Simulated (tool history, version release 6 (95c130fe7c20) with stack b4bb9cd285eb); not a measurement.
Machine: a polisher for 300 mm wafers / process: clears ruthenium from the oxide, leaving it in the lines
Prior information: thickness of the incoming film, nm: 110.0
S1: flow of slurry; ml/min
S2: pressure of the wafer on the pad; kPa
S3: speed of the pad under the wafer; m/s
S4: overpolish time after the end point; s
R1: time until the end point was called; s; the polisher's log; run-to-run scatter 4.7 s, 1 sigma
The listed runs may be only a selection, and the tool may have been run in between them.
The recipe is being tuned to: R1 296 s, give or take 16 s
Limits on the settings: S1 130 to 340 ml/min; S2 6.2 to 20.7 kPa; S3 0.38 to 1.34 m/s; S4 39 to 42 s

Run 1, day 0: S1 220 ml/min, S2 13.1 kPa, S3 0.86 m/s, S4 39 s. Result: R1 130.74 s.
Run 2, day 0.117: S1 175 ml/min, S2 13.1 kPa, S3 0.86 m/s, S4 39 s. Result: R1 135.23 s.
Run 3, day 0.192: S1 175 ml/min, S2 11 kPa, S3 0.8 m/s, S4 39 s. Result: R1 164.54 s.
Run 4, day 0.238: S1 175 ml/min, S2 9.7 kPa, S3 0.74 m/s, S4 39 s. Result: R1 204.24 s.
Run 5, day 0.492: S1 175 ml/min, S2 9.7 kPa, S3 0.74 m/s, S4 42 s. Result: R1 208.05 s.
Run 6, day 0.804: S1 175 ml/min, S2 9 kPa, S3 0.72 m/s, S4 42 s. Result: R1 222.81 s.
Run 7, day 1.079: S1 175 ml/min, S2 8.3 kPa, S3 0.7 m/s, S4 42 s. Result: R1 246.09 s.
Run 8, day 1.433: S1 175 ml/min, S2 7.6 kPa, S3 0.7 m/s, S4 42 s. Result: R1 266.97 s.

Of the 4 settings listed for the next run, only one would bring every result within its allowed miss of target. Which one?
Run A, day 1.788: S1 140 ml/min, S2 8.3 kPa, S3 0.58 m/s, S4 41 s. Result: R1 ?.
Run B, day 1.788: S1 155 ml/min, S2 6.9 kPa, S3 0.62 m/s, S4 40 s. Result: R1 ?.
Run C, day 1.788: S1 200 ml/min, S2 9 kPa, S3 0.66 m/s, S4 41 s. Result: R1 ?.
Run D, day 1.788: S1 150 ml/min, S2 10.3 kPa, S3 0.52 m/s, S4 39 s. Result: R1 ?.

move      R1
   A  284.12
   B  318.84
   C  231.96
   D  246.34
A: in spec on every target
B: pushes the last run's worst result past its target
C: its largest miss is bigger than the last run's
D: its largest miss is bigger than the last run's
A meets every target.
